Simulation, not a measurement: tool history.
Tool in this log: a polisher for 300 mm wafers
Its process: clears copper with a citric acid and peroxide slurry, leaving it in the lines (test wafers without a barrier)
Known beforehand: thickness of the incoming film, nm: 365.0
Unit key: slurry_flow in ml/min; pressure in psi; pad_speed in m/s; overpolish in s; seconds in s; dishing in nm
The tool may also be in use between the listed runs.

run	day	slurry_flow	pressure	pad_speed	slurry_solids	overpolish	seconds	dishing
1	0.000	320	3.7	1.30	1.0	10	114.330	22.051
2	0.212	320	3.7	1.52	1.0	10	98.827	24.825
3	0.271	320	4.2	1.54	1.0	8	84.924	23.344
4	0.417	320	4.6	1.56	1.0	7	79.819	21.776
5	0.475	320	4.6	1.56	1.0	11	79.003	32.539
6	0.829	320	4.9	1.58	1.0	9	75.062	29.894
7	1.067	320	5.1	1.62	1.0	7	71.945	24.555
8	1.221	320	5.3	1.66	1.0	6	67.145	23.083
9	1.533	320	5.4	1.70	1.0	6	64.369	22.823
10	1.854	320	5.5	1.72	1.0	6	61.424	24.423
11	1.942	320	5.6	1.74	1.0	6	61.500	24.476

Expected results for the next run?
12	2.025	320	5.6	1.76	1.0	6	?	?

seconds: 60.040 s
dishing: 25.189 nm
